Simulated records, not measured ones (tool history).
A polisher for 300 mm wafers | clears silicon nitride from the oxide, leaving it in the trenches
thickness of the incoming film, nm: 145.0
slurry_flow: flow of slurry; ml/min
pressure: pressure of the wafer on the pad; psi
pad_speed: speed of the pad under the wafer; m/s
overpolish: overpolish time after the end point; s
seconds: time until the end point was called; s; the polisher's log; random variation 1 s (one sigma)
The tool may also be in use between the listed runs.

| run | hour | slurry_flow | pressure | pad_speed | overpolish | seconds |
|---|---|---|---|---|---|---|
| 1 | 0 | 180 | 3.1 | 0.9 | 48 | 176.84 |
| 2 | 2.3 | 180 | 2.4 | 0.9 | 48 | 220.19 |
| 3 | 11 | 180 | 2.4 | 0.9 | 51 | 223.39 |
| 4 | 14.7 | 185 | 3 | 0.9 | 51 | 177.42 |
| 5 | 17.5 | 185 | 3 | 0.9 | 51 | 181.2 |
| 6 | 26.2 | 190 | 3.5 | 0.9 | 51 | 152.43 |
| 7 | 31.3 | 195 | 3.8 | 0.9 | 51 | 141.07 |

The next listed run, before its measurement:
| 8 | 39.3 | 200 | 4.7 | 1 | 51 | ? |

Run 8 gave seconds 103.14 s.

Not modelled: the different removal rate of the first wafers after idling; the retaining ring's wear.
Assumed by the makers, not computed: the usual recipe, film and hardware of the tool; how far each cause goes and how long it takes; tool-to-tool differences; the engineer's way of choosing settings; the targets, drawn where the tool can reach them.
